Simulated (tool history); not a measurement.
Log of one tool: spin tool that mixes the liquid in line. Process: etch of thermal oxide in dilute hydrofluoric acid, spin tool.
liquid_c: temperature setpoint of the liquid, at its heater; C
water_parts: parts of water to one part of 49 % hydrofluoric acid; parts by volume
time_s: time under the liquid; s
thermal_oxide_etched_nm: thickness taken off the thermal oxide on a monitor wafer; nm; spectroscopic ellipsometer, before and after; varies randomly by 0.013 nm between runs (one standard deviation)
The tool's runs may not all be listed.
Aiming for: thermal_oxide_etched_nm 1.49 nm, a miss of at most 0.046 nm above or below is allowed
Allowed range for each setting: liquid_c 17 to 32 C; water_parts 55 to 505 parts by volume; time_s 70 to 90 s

run,day,liquid_c,water_parts,time_s,thermal_oxide_etched_nm
1,0,24,280,90,1.131
2,0.092,25,280,90,1.1658
3,0.158,26,280,90,1.1912
4,0.517,26,280,70,0.93638
5,0.812,26,260,70,1.0307
6,1.05,26,320,70,0.79358
7,1.396,26,295,70,0.88316
8,1.708,26,275,70,0.97076
9,1.9,26,260,70,1.0421
10,2.275,26,245,70,1.1021
11,2.438,26,230,70,1.2135
12,2.5,26,220,70,1.2602
13,2.825,26,215,70,1.3253
14,3.112,26,210,70,1.3305
15,3.15,26,205,70,1.3813
16,3.392,26,200,70,1.4426
17,3.579,26,200,70,1.4146

Which single option among these 4 for the next run brings every result within its allowed miss of target? Just one does.
A,3.767,25,210,80,?
B,3.767,26.5,210,70,?
C,3.767,26.5,205,70,?
D,3.767,28,215,70,?

move,thermal_oxide_etched_nm
A,1.4882
B,1.3744
C,1.4159
D,1.4075
A: hits every target within its allowed miss
B: its largest miss is bigger than the last run's
C: as far off as the last run
D: its largest miss is bigger than the last run's
A meets every target.
